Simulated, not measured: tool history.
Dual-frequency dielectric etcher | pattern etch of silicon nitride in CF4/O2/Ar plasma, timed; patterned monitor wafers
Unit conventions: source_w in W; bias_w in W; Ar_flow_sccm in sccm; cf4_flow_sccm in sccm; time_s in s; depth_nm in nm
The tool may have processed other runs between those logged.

run	hour	source_w	bias_w	Ar_flow_sccm	cf4_flow_sccm	time_s	depth_nm
1	0.0	660	52	137	84	9.0	20.915
2	6.9	640	52	137	84	9.0	20.540
3	12.2	640	49	137	84	9.0	20.121
4	19.8	640	49	137	96	9.0	20.482
5	23.5	640	42	137	96	9.0	19.592
6	27.0	640	42	137	82	9.0	19.175
7	35.2	630	42	137	82	9.0	18.763
8	40.0	620	42	137	82	9.0	18.606
9	47.9	610	42	137	82	9.0	18.584

What will run 10 give?
10	53.4	600	42	137	82	9.0	?

Run 10 produced depth_nm 18.199 nm.

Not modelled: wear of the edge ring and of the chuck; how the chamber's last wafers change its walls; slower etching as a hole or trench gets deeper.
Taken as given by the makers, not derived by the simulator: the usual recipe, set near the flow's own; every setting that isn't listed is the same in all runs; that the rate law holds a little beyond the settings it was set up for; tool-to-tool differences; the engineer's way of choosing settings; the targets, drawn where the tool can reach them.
